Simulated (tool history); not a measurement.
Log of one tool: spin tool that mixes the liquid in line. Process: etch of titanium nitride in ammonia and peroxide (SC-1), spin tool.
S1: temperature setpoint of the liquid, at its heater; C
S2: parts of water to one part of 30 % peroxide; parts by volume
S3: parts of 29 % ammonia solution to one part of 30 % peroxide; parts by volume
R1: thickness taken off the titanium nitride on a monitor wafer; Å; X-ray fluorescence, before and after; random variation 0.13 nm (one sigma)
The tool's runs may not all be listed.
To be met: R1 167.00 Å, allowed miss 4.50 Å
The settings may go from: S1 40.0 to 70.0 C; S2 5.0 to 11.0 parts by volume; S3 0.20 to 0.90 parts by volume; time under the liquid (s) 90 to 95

Run 1, day 0.000: S1 56.0 C, S2 6.0 parts by volume, S3 0.50 parts by volume, time under the liquid (s) 90. Result: R1 98.15 Å.
Run 2, day 0.062: S1 58.0 C, S2 6.0 parts by volume, S3 0.50 parts by volume, time under the liquid (s) 90. Result: R1 110.82 Å.
Run 3, day 0.196: S1 58.0 C, S2 6.0 parts by volume, S3 0.50 parts by volume, time under the liquid (s) 90. Result: R1 109.94 Å.
Run 4, day 0.225: S1 58.0 C, S2 6.0 parts by volume, S3 0.50 parts by volume, time under the liquid (s) 95. Result: R1 117.12 Å.
Run 5, day 0.446: S1 58.0 C, S2 7.0 parts by volume, S3 0.50 parts by volume, time under the liquid (s) 95. Result: R1 109.42 Å.
Run 6, day 0.608: S1 58.0 C, S2 7.0 parts by volume, S3 0.50 parts by volume, time under the liquid (s) 90. Result: R1 102.47 Å.
At day 0.733: new drum of ammonia solution connected.
Run 7, day 0.733: S1 60.0 C, S2 7.0 parts by volume, S3 0.50 parts by volume, time under the liquid (s) 90. Result: R1 118.49 Å.
Run 8, day 0.946: S1 61.5 C, S2 7.0 parts by volume, S3 0.50 parts by volume, time under the liquid (s) 90. Result: R1 132.25 Å.
Run 9, day 1.050: S1 61.5 C, S2 7.0 parts by volume, S3 0.50 parts by volume, time under the liquid (s) 90. Result: R1 132.28 Å.
Run 10, day 1.175: S1 62.5 C, S2 7.0 parts by volume, S3 0.50 parts by volume, time under the liquid (s) 90. Result: R1 141.14 Å.

Which of these 5 next moves meets every target?
Run A, day 1.300: S1 59.0 C, S2 6.5 parts by volume, S3 0.35 parts by volume, time under the liquid (s) 90. Result: R1 ?.
Run B, day 1.300: S1 67.5 C, S2 7.5 parts by volume, S3 0.50 parts by volume, time under the liquid (s) 90. Result: R1 ?.
Run C, day 1.300: S1 62.0 C, S2 5.5 parts by volume, S3 0.50 parts by volume, time under the liquid (s) 90. Result: R1 ?.
Run D, day 1.300: S1 64.5 C, S2 7.5 parts by volume, S3 0.55 parts by volume, time under the liquid (s) 95. Result: R1 ?.
Run E, day 1.300: S1 61.5 C, S2 8.0 parts by volume, S3 0.55 parts by volume, time under the liquid (s) 90. Result: R1 ?.

move      R1
   A  108.56
   B  185.54
   C  151.94
   D  164.56
   E  124.43
A: further off than the last run
B: takes the result that was furthest off past its target
C: nearer than the last run, and not there yet
D: meets every target
E: further off than the last run
Move D is the one to make.

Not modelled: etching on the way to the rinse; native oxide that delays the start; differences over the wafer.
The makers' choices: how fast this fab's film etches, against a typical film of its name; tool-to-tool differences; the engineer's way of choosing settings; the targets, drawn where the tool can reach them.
